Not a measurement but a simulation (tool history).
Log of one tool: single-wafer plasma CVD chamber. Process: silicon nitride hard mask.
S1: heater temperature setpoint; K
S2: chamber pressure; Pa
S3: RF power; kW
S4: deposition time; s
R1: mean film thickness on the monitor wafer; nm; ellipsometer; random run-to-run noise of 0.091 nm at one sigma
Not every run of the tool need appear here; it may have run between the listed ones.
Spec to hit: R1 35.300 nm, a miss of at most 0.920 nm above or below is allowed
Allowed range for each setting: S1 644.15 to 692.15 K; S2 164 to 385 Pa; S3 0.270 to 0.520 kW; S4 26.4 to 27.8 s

run    day      S1   S2     S3    S4      R1
  1  0.000  668.15  275  0.395  27.8  39.396
  2  0.200  668.15  296  0.395  27.8  40.655
  3  0.392  668.15  341  0.395  27.8  42.515
  4  0.604  668.15  341  0.345  27.8  39.267
  5  0.775  668.15  332  0.340  27.8  38.603
  6  1.108  668.15  332  0.340  26.4  36.672
  7  1.242  668.15  328  0.340  26.4  36.505
  8  1.271  668.15  328  0.340  26.4  36.464
  9  1.367  668.15  325  0.340  26.4  36.411

Consider the 4 candidate settings below. Which is the only one whose results all fall within their allowed miss of target?
  A  1.462  670.15  305  0.340  26.4   ?
  B  1.462  677.15  347  0.330  27.8   ?
  C  1.462  671.15  328  0.345  27.4   ?
  D  1.462  658.15  348  0.325  26.8   ?

move      R1
   A  35.893
   B  38.464
   C  38.383
   D  37.133
A: each result inside its tolerance
B: lands further from the targets than the last run did
C: lands further from the targets than the last run did
D: lands further from the targets than the last run did
Go with A: it meets all targets.
